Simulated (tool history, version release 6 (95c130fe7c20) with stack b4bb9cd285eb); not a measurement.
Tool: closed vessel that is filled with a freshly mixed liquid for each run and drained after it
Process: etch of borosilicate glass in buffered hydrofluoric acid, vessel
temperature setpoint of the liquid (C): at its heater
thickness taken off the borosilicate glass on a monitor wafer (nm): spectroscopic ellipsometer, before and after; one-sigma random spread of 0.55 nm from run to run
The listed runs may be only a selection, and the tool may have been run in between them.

run	hour	temperature setpoint of the liquid (C)	parts of 40 % ammonium fluoride to one part of 49 % hydrofluoric acid (parts by volume)	time in the liquid (s)	thickness taken off the borosilicate glass on a monitor wafer (nm)
1	0.0	21.0	19.0	90	54.530
2	2.7	21.0	22.5	90	45.433
3	9.1	22.5	22.5	90	49.892
4	17.7	23.5	22.5	90	52.876
# hour 25.9: hydrofluoric acid flow meter replaced
5	25.9	25.5	22.5	90	55.414
6	30.1	25.5	22.5	90	55.025

Forecast run 7:
7	34.6	26.0	22.0	90	?

thickness taken off the borosilicate glass on a monitor wafer (nm): 58.660
